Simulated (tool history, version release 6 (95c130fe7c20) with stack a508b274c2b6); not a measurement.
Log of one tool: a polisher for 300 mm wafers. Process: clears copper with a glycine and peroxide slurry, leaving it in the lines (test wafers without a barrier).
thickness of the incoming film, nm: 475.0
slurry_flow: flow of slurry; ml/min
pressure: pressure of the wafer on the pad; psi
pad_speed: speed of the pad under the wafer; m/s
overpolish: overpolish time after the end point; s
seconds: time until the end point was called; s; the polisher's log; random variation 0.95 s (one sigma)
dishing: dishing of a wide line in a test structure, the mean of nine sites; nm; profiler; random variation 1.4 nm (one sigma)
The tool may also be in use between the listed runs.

{"run": 1, "hour": 0.0, "slurry_flow": 285, "pressure": 2.6, "pad_speed": 0.84, "overpolish": 23, "seconds": 110.35, "dishing": 42.777}
{"run": 2, "hour": 6.6, "slurry_flow": 255, "pressure": 2.6, "pad_speed": 0.84, "overpolish": 23, "seconds": 112.98, "dishing": 45.179}
{"run": 3, "hour": 9.7, "slurry_flow": 270, "pressure": 3, "pad_speed": 0.86, "overpolish": 25, "seconds": 98.187, "dishing": 49.248}
{"run": 4, "hour": 13.0, "slurry_flow": 325, "pressure": 3, "pad_speed": 0.86, "overpolish": 25, "seconds": 97.79, "dishing": 49.755}
{"run": 5, "hour": 19.2, "slurry_flow": 325, "pressure": 3.3, "pad_speed": 0.88, "overpolish": 25, "seconds": 90.506, "dishing": 52.523}
{"run": 6, "hour": 23.2, "slurry_flow": 325, "pressure": 3.5, "pad_speed": 0.9, "overpolish": 25, "seconds": 83.412, "dishing": 53.479}

Run 7 comes next. What will it give?
{"run": 7, "hour": 25.2, "slurry_flow": 325, "pressure": 3.6, "pad_speed": 0.9, "overpolish": 26, "seconds": "?", "dishing": "?"}

seconds: 82.604 s
dishing: 55.224 nm
